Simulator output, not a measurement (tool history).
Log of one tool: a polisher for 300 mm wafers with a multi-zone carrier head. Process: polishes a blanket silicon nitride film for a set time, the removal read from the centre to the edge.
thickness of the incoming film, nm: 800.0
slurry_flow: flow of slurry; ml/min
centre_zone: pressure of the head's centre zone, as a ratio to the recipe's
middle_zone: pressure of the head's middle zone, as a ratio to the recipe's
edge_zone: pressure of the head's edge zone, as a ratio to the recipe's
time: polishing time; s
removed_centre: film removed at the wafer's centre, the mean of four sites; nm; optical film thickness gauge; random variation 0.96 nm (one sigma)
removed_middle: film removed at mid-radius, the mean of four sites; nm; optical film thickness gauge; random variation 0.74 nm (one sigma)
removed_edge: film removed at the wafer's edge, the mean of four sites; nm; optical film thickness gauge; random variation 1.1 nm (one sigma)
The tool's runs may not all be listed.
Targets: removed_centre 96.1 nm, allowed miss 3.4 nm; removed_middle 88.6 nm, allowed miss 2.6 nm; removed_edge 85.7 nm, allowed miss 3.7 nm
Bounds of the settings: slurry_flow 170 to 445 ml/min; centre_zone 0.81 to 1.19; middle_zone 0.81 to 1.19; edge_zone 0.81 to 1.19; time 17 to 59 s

Run 1, day 0: slurry_flow 285 ml/min, centre_zone 1, middle_zone 1, edge_zone 1, time 38 s. Result: removed_centre 62.868 nm, removed_middle 63.145 nm, removed_edge 62.506 nm.
Run 2, day 0.183: slurry_flow 290 ml/min, centre_zone 1.03, middle_zone 1.02, edge_zone 1.02, time 39 s. Result: removed_centre 66.491 nm, removed_middle 66.494 nm, removed_edge 63.843 nm.
Run 3, day 0.504: slurry_flow 290 ml/min, centre_zone 0.97, middle_zone 1.02, edge_zone 1.02, time 39 s. Result: removed_centre 63.903 nm, removed_middle 66.47 nm, removed_edge 66.47 nm.
Run 4, day 0.642: slurry_flow 300 ml/min, centre_zone 1, middle_zone 1.02, edge_zone 1.04, time 41 s. Result: removed_centre 69.057 nm, removed_middle 69.794 nm, removed_edge 70.574 nm.
Run 5, day 0.712: slurry_flow 300 ml/min, centre_zone 1, middle_zone 1.02, edge_zone 1.04, time 46 s. Result: removed_centre 76.602 nm, removed_middle 78.328 nm, removed_edge 80.475 nm.
Run 6, day 0.983: slurry_flow 275 ml/min, centre_zone 1, middle_zone 1.02, edge_zone 1.04, time 46 s. Result: removed_centre 76.807 nm, removed_middle 77.394 nm, removed_edge 78.099 nm.
Run 7, day 1.15: slurry_flow 285 ml/min, centre_zone 1.03, middle_zone 1.03, edge_zone 1.05, time 46 s. Result: removed_centre 79.415 nm, removed_middle 79.806 nm, removed_edge 77.982 nm.
Run 8, day 1.442: slurry_flow 295 ml/min, centre_zone 1.05, middle_zone 1.03, edge_zone 1.07, time 46 s. Result: removed_centre 79.966 nm, removed_middle 79.821 nm, removed_edge 80.803 nm.
Run 9, day 1.771: slurry_flow 325 ml/min, centre_zone 1.15, middle_zone 1.1, edge_zone 1.02, time 48 s. Result: removed_centre 92.318 nm, removed_middle 88.714 nm, removed_edge 80.949 nm.
Run 10, day 1.825: slurry_flow 330 ml/min, centre_zone 1.15, middle_zone 1.1, edge_zone 1.03, time 48 s. Result: removed_centre 92.778 nm, removed_middle 87.769 nm, removed_edge 82.107 nm.

5 next moves are on the table. One of them brings every result within its allowed miss. Which?
Run A, day 1.879: slurry_flow 285 ml/min, centre_zone 1.09, middle_zone 1.1, edge_zone 0.88, time 48 s. Result: removed_centre ?, removed_middle ?, removed_edge ?.
Run B, day 1.879: slurry_flow 425 ml/min, centre_zone 1.14, middle_zone 1.09, edge_zone 1.19, time 45 s. Result: removed_centre ?, removed_middle ?, removed_edge ?.
Run C, day 1.879: slurry_flow 390 ml/min, centre_zone 1.02, middle_zone 1, edge_zone 1.02, time 52 s. Result: removed_centre ?, removed_middle ?, removed_edge ?.
Run D, day 1.879: slurry_flow 315 ml/min, centre_zone 1.07, middle_zone 1.08, edge_zone 1.1, time 49 s. Result: removed_centre ?, removed_middle ?, removed_edge ?.
Run E, day 1.879: slurry_flow 445 ml/min, centre_zone 1.16, middle_zone 1.09, edge_zone 1.09, time 48 s. Result: removed_centre ?, removed_middle ?, removed_edge ?.

move  removed_centre  removed_middle  removed_edge
   A          87.331          86.108        75.831
   B          88.625          82.553         84.39
   C          90.911          88.218        89.894
   D          88.333          87.266        86.746
   E          96.518          88.322        86.242
A: further off than the last run
B: further off than the last run
C: further off than the last run
D: further off than the last run
E: meets every target
Answer: E
